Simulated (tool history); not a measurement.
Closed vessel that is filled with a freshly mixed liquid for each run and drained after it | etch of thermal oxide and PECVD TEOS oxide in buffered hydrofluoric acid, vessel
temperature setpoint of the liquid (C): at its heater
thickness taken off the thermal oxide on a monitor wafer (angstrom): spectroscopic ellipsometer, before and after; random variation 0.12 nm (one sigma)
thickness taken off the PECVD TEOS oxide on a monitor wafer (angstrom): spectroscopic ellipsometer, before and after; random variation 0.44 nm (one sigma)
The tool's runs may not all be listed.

| run | day | temperature setpoint of the liquid (C) | parts of 40 % ammonium fluoride to one part of 49 % hydrofluoric acid (parts by volume) | time in the liquid (s) | thickness taken off the thermal oxide on a monitor wafer (angstrom) | thickness taken off the PECVD TEOS oxide on a monitor wafer (angstrom) |
|---|---|---|---|---|---|---|
| 1 | 0 | 22 | 11 | 60 | 530.43 | 1273.3 |
| 2 | 0.35 | 20.5 | 13 | 60 | 412.84 | 992.65 |
| 3 | 0.417 | 20.5 | 13 | 50 | 342.9 | 831.57 |
| 4 | 0.658 | 18 | 13 | 50 | 297.31 | 714.12 |
| 5 | 0.796 | 19.5 | 13 | 50 | 323.03 | 797.27 |
| 6 | 1.004 | 18.5 | 13.5 | 50 | 297.13 | 713.94 |
| 7 | 1.108 | 18 | 14 | 50 | 277.9 | 667.13 |
| 8 | 1.308 | 18 | 14.5 | 50 | 267.94 | 659.07 |

The next listed run, before its measurement:
| 9 | 1.588 | 17.5 | 14.5 | 50 | ? | ? |

thickness taken off the thermal oxide on a monitor wafer (angstrom): 258.22
thickness taken off the PECVD TEOS oxide on a monitor wafer (angstrom): 622.88
